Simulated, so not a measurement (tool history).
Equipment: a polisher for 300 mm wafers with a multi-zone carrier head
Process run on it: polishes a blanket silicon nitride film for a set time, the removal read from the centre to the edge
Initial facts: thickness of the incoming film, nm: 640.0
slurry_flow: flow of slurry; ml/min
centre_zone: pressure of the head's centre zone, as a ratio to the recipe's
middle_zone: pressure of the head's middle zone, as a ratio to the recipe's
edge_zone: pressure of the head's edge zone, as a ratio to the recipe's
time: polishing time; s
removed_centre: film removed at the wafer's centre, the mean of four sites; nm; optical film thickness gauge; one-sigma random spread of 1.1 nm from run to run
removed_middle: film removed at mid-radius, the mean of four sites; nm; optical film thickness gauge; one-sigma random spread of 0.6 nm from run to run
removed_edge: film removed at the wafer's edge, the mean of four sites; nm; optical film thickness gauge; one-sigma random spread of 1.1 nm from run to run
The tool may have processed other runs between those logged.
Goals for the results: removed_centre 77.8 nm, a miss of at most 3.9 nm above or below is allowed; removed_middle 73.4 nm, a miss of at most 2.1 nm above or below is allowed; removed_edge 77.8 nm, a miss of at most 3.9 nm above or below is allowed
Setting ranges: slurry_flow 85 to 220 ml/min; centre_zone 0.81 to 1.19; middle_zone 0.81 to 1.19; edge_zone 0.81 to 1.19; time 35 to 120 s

Run 1, day 0: slurry_flow 140 ml/min, centre_zone 1, middle_zone 1, edge_zone 1, time 77 s. Result: removed_centre 128 nm, removed_middle 129.38 nm, removed_edge 124.62 nm.
Run 2, day 0.158: slurry_flow 125 ml/min, centre_zone 1, middle_zone 1, edge_zone 1, time 77 s. Result: removed_centre 124.46 nm, removed_middle 127.01 nm, removed_edge 123.01 nm.
Run 3, day 0.312: slurry_flow 120 ml/min, centre_zone 0.99, middle_zone 0.96, edge_zone 0.98, time 69 s. Result: removed_centre 110.87 nm, removed_middle 108.9 nm, removed_edge 108.32 nm.
Run 4, day 0.462: slurry_flow 120 ml/min, centre_zone 0.93, middle_zone 0.96, edge_zone 0.98, time 69 s. Result: removed_centre 104.49 nm, removed_middle 107.07 nm, removed_edge 108.2 nm.
Run 5, day 0.746: slurry_flow 120 ml/min, centre_zone 0.93, middle_zone 0.92, edge_zone 0.98, time 69 s. Result: removed_centre 100.68 nm, removed_middle 103.92 nm, removed_edge 111.37 nm.
Run 6, day 0.904: slurry_flow 115 ml/min, centre_zone 0.94, middle_zone 0.91, edge_zone 0.95, time 63 s. Result: removed_centre 94.761 nm, removed_middle 94.456 nm, removed_edge 96.845 nm.
Run 7, day 1.071: slurry_flow 90 ml/min, centre_zone 0.9, middle_zone 0.81, edge_zone 0.92, time 50 s. Result: removed_centre 66.815 nm, removed_middle 64.85 nm, removed_edge 74.739 nm.
Run 8, day 1.296: slurry_flow 105 ml/min, centre_zone 0.91, middle_zone 0.82, edge_zone 0.91, time 50 s. Result: removed_centre 72.17 nm, removed_middle 68.083 nm, removed_edge 77.286 nm.
Run 9, day 1.492: slurry_flow 110 ml/min, centre_zone 0.91, middle_zone 0.83, edge_zone 0.9, time 50 s. Result: removed_centre 70.772 nm, removed_middle 68.311 nm, removed_edge 76.549 nm.
Run 10, day 1.667: slurry_flow 110 ml/min, centre_zone 0.91, middle_zone 0.83, edge_zone 0.9, time 50 s. Result: removed_centre 70.938 nm, removed_middle 69.114 nm, removed_edge 75.243 nm.
Run 11, day 1.825: slurry_flow 115 ml/min, centre_zone 0.92, middle_zone 0.83, edge_zone 0.9, time 50 s. Result: removed_centre 71.745 nm, removed_middle 70.017 nm, removed_edge 76.241 nm.
Run 12, day 1.917: slurry_flow 120 ml/min, centre_zone 0.93, middle_zone 0.83, edge_zone 0.9, time 50 s. Result: removed_centre 73.778 nm, removed_middle 70.365 nm, removed_edge 77.293 nm.
Run 13, day 2.242: slurry_flow 125 ml/min, centre_zone 0.94, middle_zone 0.83, edge_zone 0.9, time 50 s. Result: removed_centre 75.855 nm, removed_middle 70.997 nm, removed_edge 78.111 nm.
Run 14, day 2.479: slurry_flow 130 ml/min, centre_zone 0.94, middle_zone 0.83, edge_zone 0.89, time 50 s. Result: removed_centre 76.86 nm, removed_middle 71.248 nm, removed_edge 78.116 nm.

Which of these 5 next moves meets every target?
Run A, day 2.717: slurry_flow 120 ml/min, centre_zone 0.86, middle_zone 0.82, edge_zone 0.89, time 51 s. Result: removed_centre ?, removed_middle ?, removed_edge ?.
Run B, day 2.717: slurry_flow 130 ml/min, centre_zone 0.96, middle_zone 0.88, edge_zone 0.91, time 49 s. Result: removed_centre ?, removed_middle ?, removed_edge ?.
Run C, day 2.717: slurry_flow 130 ml/min, centre_zone 0.87, middle_zone 0.86, edge_zone 0.99, time 50 s. Result: removed_centre ?, removed_middle ?, removed_edge ?.
Run D, day 2.717: slurry_flow 85 ml/min, centre_zone 0.89, middle_zone 0.82, edge_zone 0.96, time 56 s. Result: removed_centre ?, removed_middle ?, removed_edge ?.
Run E, day 2.717: slurry_flow 125 ml/min, centre_zone 0.84, middle_zone 0.83, edge_zone 0.9, time 52 s. Result: removed_centre ?, removed_middle ?, removed_edge ?.

move  removed_centre  removed_middle  removed_edge
   A          70.309          70.954         78.74
   B          76.702          73.202        76.976
   C          70.861          73.321        81.232
   D          74.115          72.952        85.143
   E          70.579          73.592        81.017
A: moves away from the targets compared with the last run
B: every result within its allowed miss
C: meets the target for the result that was furthest off, but another lies outside its allowed miss
D: meets the target for the result that was furthest off, but another lies outside its allowed miss
E: meets the target for the result that was furthest off, but another lies outside its allowed miss
Answer: B

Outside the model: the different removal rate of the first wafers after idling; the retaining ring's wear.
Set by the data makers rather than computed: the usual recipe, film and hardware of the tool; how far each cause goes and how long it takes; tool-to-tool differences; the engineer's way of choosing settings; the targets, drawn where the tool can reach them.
